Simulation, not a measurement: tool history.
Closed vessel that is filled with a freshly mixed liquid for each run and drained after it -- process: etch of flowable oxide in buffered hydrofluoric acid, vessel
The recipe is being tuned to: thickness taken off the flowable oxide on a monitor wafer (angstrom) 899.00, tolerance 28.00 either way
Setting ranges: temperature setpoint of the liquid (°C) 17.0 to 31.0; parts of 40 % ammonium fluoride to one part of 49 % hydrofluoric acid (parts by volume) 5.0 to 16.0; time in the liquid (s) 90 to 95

run	hour	temperature setpoint of the liquid (°C)	parts of 40 % ammonium fluoride to one part of 49 % hydrofluoric acid (parts by volume)	time in the liquid (s)	thickness taken off the flowable oxide on a monitor wafer (angstrom)
1	0.0	23.0	9.5	90	1625.80
2	6.4	23.0	9.5	95	1690.20
3	12.4	22.0	10.0	95	1549.00
4	20.1	25.0	10.0	95	1851.20
5	28.8	22.0	10.0	95	1574.60
6	35.1	25.0	10.0	95	1854.60
7	41.2	23.5	10.5	95	1631.30
8	43.3	23.5	10.5	95	1610.20
9	48.7	22.0	11.0	95	1438.30
10	52.0	21.0	11.5	95	1283.60
11	55.6	20.0	12.0	95	1180.10
12	61.2	19.5	12.5	95	1106.60
13	64.8	19.5	12.5	95	1087.10
14	71.1	19.0	12.5	95	1069.50
15	73.3	18.5	12.5	95	1030.30
16	78.4	18.0	12.5	95	1007.70

Consider the 5 candidate settings below. Which is the only one whose results all fall within their allowed miss of target?
A	83.5	21.5	15.5	90	?
B	83.5	18.0	14.0	90	?
C	83.5	17.5	12.5	95	?
D	83.5	17.0	11.5	90	?
E	83.5	19.0	15.0	95	?

move	thickness taken off the flowable oxide on a monitor wafer (angstrom)
A	941.70
B	855.10
C	980.48
D	979.51
E	892.54
A: better than the last run, though not everything is in spec
B: takes the biggest miss from the last run beyond its target
C: better than the last run, though not everything is in spec
D: better than the last run, though not everything is in spec
E: meets every target
The move that meets every target is E.

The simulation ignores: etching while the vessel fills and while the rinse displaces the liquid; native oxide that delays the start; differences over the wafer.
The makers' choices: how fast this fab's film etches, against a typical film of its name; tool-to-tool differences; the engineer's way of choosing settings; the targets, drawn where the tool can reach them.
